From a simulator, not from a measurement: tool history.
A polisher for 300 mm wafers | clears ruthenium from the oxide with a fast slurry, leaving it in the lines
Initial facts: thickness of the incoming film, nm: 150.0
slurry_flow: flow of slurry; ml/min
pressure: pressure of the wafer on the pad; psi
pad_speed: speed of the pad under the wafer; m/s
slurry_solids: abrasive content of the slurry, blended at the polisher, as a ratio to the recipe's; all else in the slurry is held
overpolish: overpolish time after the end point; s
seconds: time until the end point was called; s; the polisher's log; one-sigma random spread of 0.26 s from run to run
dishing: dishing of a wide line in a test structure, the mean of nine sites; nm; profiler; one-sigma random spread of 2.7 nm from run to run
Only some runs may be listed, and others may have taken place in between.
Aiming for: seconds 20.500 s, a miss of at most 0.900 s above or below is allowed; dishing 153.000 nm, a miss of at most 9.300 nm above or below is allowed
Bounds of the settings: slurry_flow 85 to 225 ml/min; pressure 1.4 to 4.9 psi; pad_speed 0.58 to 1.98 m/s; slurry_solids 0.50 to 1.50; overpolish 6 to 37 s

run,day,slurry_flow,pressure,pad_speed,slurry_solids,overpolish,seconds,dishing
1,0.000,145,3.1,1.28,1.00,19,20.652,97.684
2,0.029,145,3.1,1.46,1.00,19,18.791,113.410
3,0.162,130,3.1,1.46,1.00,19,18.618,108.150
4,0.192,130,3.1,1.46,1.00,11,19.050,72.272
5,0.412,130,3.1,1.20,1.00,11,22.463,60.719
6,0.462,130,3.1,1.20,1.10,11,21.848,60.576
7,0.717,105,3.8,1.22,0.85,20,20.414,109.150
8,0.754,105,3.8,1.22,0.85,20,20.732,108.940
9,0.979,110,3.8,1.22,0.80,22,20.637,114.730
10,1.125,105,3.8,1.22,0.80,23,20.534,116.980
11,1.408,105,3.8,1.22,0.80,25,20.788,123.700
12,1.675,105,3.8,1.22,0.80,26,20.966,129.270
13,1.821,105,3.8,1.22,0.80,27,20.878,134.820

Below are 5 possible settings for the next run. Only one of them brings all results inside the allowed miss of their targets. Which is it?
A,1.967,110,3.8,1.32,0.60,22,?,?
B,1.967,130,3.5,1.22,0.70,35,?,?
C,1.967,200,4.1,0.94,0.95,24,?,?
D,1.967,115,4.0,1.14,0.75,20,?,?
E,1.967,105,4.4,1.06,0.80,33,?,?

move,seconds,dishing
A,21.026,112.160
B,22.495,146.160
C,20.851,120.010
D,21.052,104.500
E,20.431,149.490
A: further off than the last run
B: the furthest-off result lands on target, but another misses its tolerance
C: further off than the last run
D: further off than the last run
E: hits every target within its allowed miss
Move E is the one to make.
